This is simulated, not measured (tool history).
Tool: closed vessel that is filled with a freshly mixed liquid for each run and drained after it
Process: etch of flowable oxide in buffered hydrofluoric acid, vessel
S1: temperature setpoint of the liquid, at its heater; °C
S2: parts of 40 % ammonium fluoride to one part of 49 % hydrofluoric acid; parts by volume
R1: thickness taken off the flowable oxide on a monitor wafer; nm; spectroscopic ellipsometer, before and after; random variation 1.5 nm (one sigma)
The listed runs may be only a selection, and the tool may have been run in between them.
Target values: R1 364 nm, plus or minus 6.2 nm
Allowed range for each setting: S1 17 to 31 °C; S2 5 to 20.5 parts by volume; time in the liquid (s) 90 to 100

{"run": 1, "hour": 0.0, "S1": 23, "S2": 12.5, "time in the liquid (s)": 90, "R1": 265.96}
{"run": 2, "hour": 1.6, "S1": 20, "S2": 12.5, "time in the liquid (s)": 90, "R1": 224.38}
{"run": 3, "hour": 10.9, "S1": 20, "S2": 15.5, "time in the liquid (s)": 90, "R1": 182.16}
{"run": 4, "hour": 19.3, "S1": 17.5, "S2": 15.5, "time in the liquid (s)": 90, "R1": 158.81}
{"run": 5, "hour": 23.6, "S1": 19, "S2": 15.5, "time in the liquid (s)": 90, "R1": 173.48}
{"run": 6, "hour": 27.8, "S1": 20, "S2": 15.5, "time in the liquid (s)": 90, "R1": 182.92}
{"run": 7, "hour": 31.4, "S1": 21, "S2": 15.5, "time in the liquid (s)": 90, "R1": 194.68}
{"run": 8, "hour": 36.5, "S1": 22, "S2": 15.5, "time in the liquid (s)": 90, "R1": 205.08}
{"run": 9, "hour": 44.0, "S1": 23, "S2": 15.5, "time in the liquid (s)": 90, "R1": 217.58}
{"run": 10, "hour": 49.6, "S1": 24, "S2": 15.5, "time in the liquid (s)": 90, "R1": 228.1}
{"run": 11, "hour": 52.0, "S1": 24.5, "S2": 15.5, "time in the liquid (s)": 90, "R1": 233.04}
{"run": 12, "hour": 55.8, "S1": 25, "S2": 15.5, "time in the liquid (s)": 90, "R1": 241.46}
{"run": 13, "hour": 62.1, "S1": 25.5, "S2": 15.5, "time in the liquid (s)": 90, "R1": 247.09}
{"run": 14, "hour": 71.3, "S1": 26, "S2": 15.5, "time in the liquid (s)": 90, "R1": 255.92}
{"run": 15, "hour": 76.3, "S1": 26.5, "S2": 15.5, "time in the liquid (s)": 90, "R1": 261.3}
{"run": 16, "hour": 83.5, "S1": 27, "S2": 15.5, "time in the liquid (s)": 90, "R1": 268.05}
{"run": 17, "hour": 87.8, "S1": 27.5, "S2": 15.5, "time in the liquid (s)": 90, "R1": 276.06}

Exercise: of the 5 proposed moves below, exactly one satisfies all targets within the stated allowed misses. Which move is it?
{"run": "A", "hour": 92.1, "S1": 28, "S2": 14, "time in the liquid (s)": 100, "R1": "?"}
{"run": "B", "hour": 92.1, "S1": 27.5, "S2": 13, "time in the liquid (s)": 100, "R1": "?"}
{"run": "C", "hour": 92.1, "S1": 28, "S2": 13, "time in the liquid (s)": 95, "R1": "?"}
{"run": "D", "hour": 92.1, "S1": 28.5, "S2": 13.5, "time in the liquid (s)": 95, "R1": "?"}
{"run": "E", "hour": 92.1, "S1": 29.5, "S2": 15, "time in the liquid (s)": 100, "R1": "?"}

move=A R1=347.49
move=B R1=363.82
move=C R1=354.96
move=D R1=351.29
move=E R1=351.63
A: better than the last run, though not everything is in spec
B: all results land within tolerance of their targets
C: better than the last run, though not everything is in spec
D: better than the last run, though not everything is in spec
E: better than the last run, though not everything is in spec
B meets every target.
